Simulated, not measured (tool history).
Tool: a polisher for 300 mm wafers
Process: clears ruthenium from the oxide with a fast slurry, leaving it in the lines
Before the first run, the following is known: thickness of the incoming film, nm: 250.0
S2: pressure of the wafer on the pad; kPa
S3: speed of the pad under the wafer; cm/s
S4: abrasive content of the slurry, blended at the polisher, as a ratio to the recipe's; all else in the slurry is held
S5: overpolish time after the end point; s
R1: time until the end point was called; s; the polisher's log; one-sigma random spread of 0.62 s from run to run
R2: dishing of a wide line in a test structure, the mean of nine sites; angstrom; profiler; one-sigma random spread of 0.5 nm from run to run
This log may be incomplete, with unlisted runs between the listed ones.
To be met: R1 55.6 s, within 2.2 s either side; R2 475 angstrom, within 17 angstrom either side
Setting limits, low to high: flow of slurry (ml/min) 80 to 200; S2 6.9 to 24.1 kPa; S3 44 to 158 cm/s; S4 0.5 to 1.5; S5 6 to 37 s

Run 1, hour 0: flow of slurry (ml/min) 130, S2 15.2 kPa, S3 100 cm/s, S4 1, S5 19 s. Result: R1 82.73 s, R2 475.52 angstrom.
Run 2, hour 5.7: flow of slurry (ml/min) 130, S2 13.1 kPa, S3 100 cm/s, S4 1, S5 19 s. Result: R1 91.997 s, R2 417.37 angstrom.
Run 3, hour 13.7: flow of slurry (ml/min) 140, S2 15.2 kPa, S3 102 cm/s, S4 1, S5 17 s. Result: R1 78.184 s, R2 437.37 angstrom.
Run 4, hour 21.9: flow of slurry (ml/min) 140, S2 12.4 kPa, S3 102 cm/s, S4 1, S5 17 s. Result: R1 95.028 s, R2 377.34 angstrom.
Run 5, hour 30.6: flow of slurry (ml/min) 145, S2 14.5 kPa, S3 102 cm/s, S4 1, S5 16 s. Result: R1 81.8 s, R2 400.57 angstrom.
Run 6, hour 36.5: flow of slurry (ml/min) 145, S2 14.5 kPa, S3 102 cm/s, S4 1.2, S5 16 s. Result: R1 76.355 s, R2 424.66 angstrom.
Run 7, hour 39.1: flow of slurry (ml/min) 150, S2 15.9 kPa, S3 102 cm/s, S4 1.2, S5 15 s. Result: R1 70.857 s, R2 432.15 angstrom.
Run 8, hour 42: flow of slurry (ml/min) 155, S2 16.5 kPa, S3 102 cm/s, S4 1.2, S5 14 s. Result: R1 66.442 s, R2 432.81 angstrom.
Run 9, hour 44: flow of slurry (ml/min) 160, S2 17.2 kPa, S3 102 cm/s, S4 1.2, S5 14 s. Result: R1 64.421 s, R2 442.76 angstrom.
Run 10, hour 44.5: flow of slurry (ml/min) 160, S2 17.9 kPa, S3 102 cm/s, S4 1.2, S5 14 s. Result: R1 61.504 s, R2 461.6 angstrom.
Run 11, hour 50.7: flow of slurry (ml/min) 185, S2 19.3 kPa, S3 102 cm/s, S4 1.2, S5 12 s. Result: R1 55.767 s, R2 440.85 angstrom.

Consider the 5 candidate settings below. Which is the only one whose results all fall within their allowed miss of target?
Run A, hour 56.9: flow of slurry (ml/min) 195, S2 24.1 kPa, S3 90 cm/s, S4 1.1, S5 13 s. Result: R1 ?, R2 ?.
Run B, hour 56.9: flow of slurry (ml/min) 180, S2 20.7 kPa, S3 104 cm/s, S4 1.25, S5 12 s. Result: R1 ?, R2 ?.
Run C, hour 56.9: flow of slurry (ml/min) 165, S2 20.7 kPa, S3 108 cm/s, S4 1.25, S5 13 s. Result: R1 ?, R2 ?.
Run D, hour 56.9: flow of slurry (ml/min) 175, S2 20.7 kPa, S3 100 cm/s, S4 1.1, S5 13 s. Result: R1 ?, R2 ?.
Run E, hour 56.9: flow of slurry (ml/min) 195, S2 17.2 kPa, S3 116 cm/s, S4 0.95, S5 13 s. Result: R1 ?, R2 ?.

move      R1      R2
   A  53.137  500.84
   B  51.736  478.17
   C  50.402  524.18
   D  56.516   474.7
   E      61  443.94
A: the result that was furthest off in the last run now lies on the other side of its target
B: brings the last run's worst result on target, with another outside its allowed miss
C: the result that was furthest off in the last run now lies on the other side of its target
D: all results in spec
E: moves away from the targets compared with the last run
Correct choice: D, which meets every target
